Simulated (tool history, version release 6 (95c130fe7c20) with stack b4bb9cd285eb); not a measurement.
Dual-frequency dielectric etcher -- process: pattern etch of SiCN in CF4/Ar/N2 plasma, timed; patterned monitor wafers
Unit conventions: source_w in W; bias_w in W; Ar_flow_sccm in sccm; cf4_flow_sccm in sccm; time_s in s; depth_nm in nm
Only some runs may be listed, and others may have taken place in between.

run  hour  source_w  bias_w  Ar_flow_sccm  cf4_flow_sccm  time_s  depth_nm
  1     0       360      90           135             83     107    73.376
  2   6.5       360      90           135             83   111.5    76.675
  3   8.7       380      91           135             83   111.5    80.609
  4  12.3       380      91           135             73   111.5    79.757
  5  19.6       380      91           116             73   111.5    82.236
  6  24.6       330      91           116             73   111.5    73.555
  7    26       340      91           116             73   111.5    73.874
     30.5  -- bias power generator calibrated
  8  30.5       410      93           115             73   111.5     87.83

Expected results for the next run?
  9  34.7       400      93           115             73   111.5         ?

depth_nm: 86.641 nm
